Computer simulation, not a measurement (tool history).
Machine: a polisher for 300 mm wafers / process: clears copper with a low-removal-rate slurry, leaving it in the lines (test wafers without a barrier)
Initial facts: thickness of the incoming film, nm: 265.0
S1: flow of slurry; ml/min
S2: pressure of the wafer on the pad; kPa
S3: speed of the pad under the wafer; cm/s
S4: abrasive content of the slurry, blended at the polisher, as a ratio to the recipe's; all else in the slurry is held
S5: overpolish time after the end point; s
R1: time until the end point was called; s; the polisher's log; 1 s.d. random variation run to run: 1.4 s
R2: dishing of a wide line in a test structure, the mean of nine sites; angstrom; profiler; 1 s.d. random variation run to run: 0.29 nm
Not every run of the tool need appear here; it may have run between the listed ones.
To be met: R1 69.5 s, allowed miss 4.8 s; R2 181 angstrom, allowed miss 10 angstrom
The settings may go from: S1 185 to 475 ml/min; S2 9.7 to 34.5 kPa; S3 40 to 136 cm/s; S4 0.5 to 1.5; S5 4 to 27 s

{"run": 1, "hour": 0.0, "S1": 305, "S2": 22.1, "S3": 88, "S4": 1, "S5": 14, "R1": 105.43, "R2": 247.17}
{"run": 2, "hour": 1.9, "S1": 305, "S2": 23.4, "S3": 90, "S4": 1, "S5": 12, "R1": 97.899, "R2": 234.92}
{"run": 3, "hour": 8.5, "S1": 350, "S2": 23.4, "S3": 90, "S4": 1, "S5": 12, "R1": 102.95, "R2": 243.42}
{"run": 4, "hour": 12.5, "S1": 350, "S2": 23.4, "S3": 90, "S4": 1.15, "S5": 12, "R1": 98.761, "R2": 242.52}
{"run": 5, "hour": 18.8, "S1": 350, "S2": 23.4, "S3": 90, "S4": 1.15, "S5": 10, "R1": 98.237, "R2": 207.2}
{"run": 6, "hour": 27.0, "S1": 335, "S2": 24.1, "S3": 90, "S4": 1.2, "S5": 9, "R1": 93.318, "R2": 199.48}
{"run": 7, "hour": 32.9, "S1": 320, "S2": 24.8, "S3": 90, "S4": 1.25, "S5": 8, "R1": 92.163, "R2": 179.23}
{"run": 8, "hour": 40.0, "S1": 315, "S2": 26.2, "S3": 90, "S4": 1.25, "S5": 8, "R1": 87.078, "R2": 185.76}
{"run": 9, "hour": 44.7, "S1": 310, "S2": 26.9, "S3": 90, "S4": 1.25, "S5": 8, "R1": 88.303, "R2": 197.11}
{"run": 10, "hour": 53.7, "S1": 395, "S2": 29, "S3": 102, "S4": 1.25, "S5": 4, "R1": 70.578, "R2": 119.63}
{"run": 11, "hour": 57.4, "S1": 370, "S2": 29, "S3": 102, "S4": 1.25, "S5": 4, "R1": 69.091, "R2": 123.03}
{"run": 12, "hour": 59.6, "S1": 355, "S2": 29, "S3": 102, "S4": 1.3, "S5": 4, "R1": 68.497, "R2": 126.12}
{"run": 13, "hour": 66.1, "S1": 340, "S2": 29, "S3": 100, "S4": 1.3, "S5": 4, "R1": 70.325, "R2": 122.08}
{"run": 14, "hour": 74.5, "S1": 340, "S2": 29.6, "S3": 100, "S4": 1.3, "S5": 10, "R1": 70.071, "R2": 279.58}

Consider the 4 candidate settings below. Which is the only one whose results all fall within their allowed miss of target?
{"run": "A", "hour": 82.9, "S1": 355, "S2": 29, "S3": 110, "S4": 1.3, "S5": 7, "R1": "?", "R2": "?"}
{"run": "B", "hour": 82.9, "S1": 260, "S2": 30.3, "S3": 104, "S4": 1.1, "S5": 5, "R1": "?", "R2": "?"}
{"run": "C", "hour": 82.9, "S1": 270, "S2": 26.2, "S3": 114, "S4": 0.8, "S5": 5, "R1": "?", "R2": "?"}
{"run": "D", "hour": 82.9, "S1": 330, "S2": 32.4, "S3": 96, "S4": 1.15, "S5": 6, "R1": "?", "R2": "?"}

move=A R1=66.463 R2=217.63
move=B R1=71.524 R2=151.18
move=C R1=79.23 R2=137.34
move=D R1=70.172 R2=181.55
A: moves toward the targets from the last run without getting all of them in spec
B: carries the result that was furthest off beyond its target, to the other side
C: carries the result that was furthest off beyond its target, to the other side
D: hits every target within its allowed miss
So the answer is move D, the one that meets all the targets.
